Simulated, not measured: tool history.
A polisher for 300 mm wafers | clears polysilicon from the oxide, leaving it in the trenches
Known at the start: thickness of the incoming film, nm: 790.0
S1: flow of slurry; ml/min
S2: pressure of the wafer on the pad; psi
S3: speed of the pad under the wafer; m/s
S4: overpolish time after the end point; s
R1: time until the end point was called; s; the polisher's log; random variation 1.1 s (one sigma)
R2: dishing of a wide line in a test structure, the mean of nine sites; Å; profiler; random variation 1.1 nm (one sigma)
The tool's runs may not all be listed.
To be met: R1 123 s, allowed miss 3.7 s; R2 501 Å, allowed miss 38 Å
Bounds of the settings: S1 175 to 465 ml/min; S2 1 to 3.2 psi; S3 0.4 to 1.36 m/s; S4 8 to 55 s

run,hour,S1,S2,S3,S4,R1,R2
1,0,295,2.1,0.88,28,76.37,518.87
2,0.9,295,2,0.88,27,80.728,497.66
3,9.3,295,1.6,0.88,27,100.07,508.92
4,17,295,1.6,0.88,26,99.332,510.36
5,20.2,295,1.6,0.88,25,100.49,513.9
6,23.1,295,1.6,0.88,26,99.02,508.95
7,26.3,295,1.4,0.88,24,111.74,489.43
8,32.3,295,1.4,0.88,25,112.66,509.43
9,37.9,290,1.2,0.88,20,130.71,460.31
10,43.8,295,1.2,0.88,21,131.1,472.32
11,45,360,1.3,0.88,35,118.05,494.72
12,46.1,360,1.3,0.88,35,117.17,483.52

Which of these 5 next moves meets every target?
A,47.2,445,1.9,0.56,51,?,?
B,47.2,400,1.2,0.92,29,?,?
C,47.2,395,1.3,0.9,45,?,?
D,47.2,465,1.1,1.14,20,?,?
E,47.2,320,1.1,0.94,39,?,?

move,R1,R2
A,116.46,508.38
B,122.8,500.38
C,116,508.04
D,110.19,487.23
E,133.09,505.57
A: further off than the last run
B: meets every target
C: further off than the last run
D: further off than the last run
E: takes the result that was furthest off past its target
Answer: B
